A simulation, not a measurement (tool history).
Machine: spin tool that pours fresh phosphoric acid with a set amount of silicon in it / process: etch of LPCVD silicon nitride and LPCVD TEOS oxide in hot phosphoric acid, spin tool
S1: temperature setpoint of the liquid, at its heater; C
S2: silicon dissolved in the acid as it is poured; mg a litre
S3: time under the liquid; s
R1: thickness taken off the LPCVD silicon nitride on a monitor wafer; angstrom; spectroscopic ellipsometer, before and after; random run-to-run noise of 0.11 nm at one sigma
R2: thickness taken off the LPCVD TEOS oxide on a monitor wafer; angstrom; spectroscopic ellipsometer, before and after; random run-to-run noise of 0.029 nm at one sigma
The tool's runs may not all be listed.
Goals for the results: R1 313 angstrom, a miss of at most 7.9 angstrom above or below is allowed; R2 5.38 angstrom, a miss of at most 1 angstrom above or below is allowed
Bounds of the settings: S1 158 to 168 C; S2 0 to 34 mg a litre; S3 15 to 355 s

{"run": 1, "hour": 0.0, "S1": 163, "S2": 15, "S3": 180, "R1": 188.37, "R2": 3.8354}
{"run": 2, "hour": 1.7, "S1": 164, "S2": 18, "S3": 200, "R1": 216.16, "R2": 4.8147}
{"run": 3, "hour": 3.0, "S1": 164, "S2": 22.5, "S3": 200, "R1": 215.63, "R2": 4.5168}
{"run": 4, "hour": 4.2, "S1": 164, "S2": 14, "S3": 200, "R1": 215.7, "R2": 4.8864}
{"run": 5, "hour": 10.6, "S1": 163.5, "S2": 17.5, "S3": 220, "R1": 233.85, "R2": 5.5154}
{"run": 6, "hour": 16.5, "S1": 163.5, "S2": 17.5, "S3": 250, "R1": 264.86, "R2": 6.338}
{"run": 7, "hour": 21.2, "S1": 163.5, "S2": 21.5, "S3": 260, "R1": 278.71, "R2": 5.5824}
{"run": 8, "hour": 24.3, "S1": 164, "S2": 24.5, "S3": 265, "R1": 287.62, "R2": 5.1859}
{"run": 9, "hour": 26.0, "S1": 164.5, "S2": 25, "S3": 265, "R1": 293.09, "R2": 5.6103}
{"run": 10, "hour": 31.4, "S1": 165, "S2": 26.5, "S3": 265, "R1": 296.01, "R2": 5.4856}
{"run": 11, "hour": 36.5, "S1": 165.5, "S2": 27.5, "S3": 265, "R1": 298.3, "R2": 5.8799}

Of the 5 settings listed for the next run, only one would bring every result within its allowed miss of target. Which one?
{"run": "A", "hour": 41.6, "S1": 164, "S2": 27, "S3": 290, "R1": "?", "R2": "?"}
{"run": "B", "hour": 41.6, "S1": 162, "S2": 34, "S3": 290, "R1": "?", "R2": "?"}
{"run": "C", "hour": 41.6, "S1": 163.5, "S2": 34, "S3": 275, "R1": "?", "R2": "?"}
{"run": "D", "hour": 41.6, "S1": 168, "S2": 24.5, "S3": 240, "R1": "?", "R2": "?"}
{"run": "E", "hour": 41.6, "S1": 164, "S2": 34, "S3": 270, "R1": "?", "R2": "?"}

move=A R1=314.14 R2=5.4091
move=B R1=294 R2=3.5052
move=C R1=293.01 R2=3.7094
move=D R1=296.28 R2=6.506
move=E R1=292.47 R2=3.7771
A: every result within its allowed miss
B: moves away from the targets compared with the last run
C: moves away from the targets compared with the last run
D: moves away from the targets compared with the last run
E: moves away from the targets compared with the last run
The right move is A.
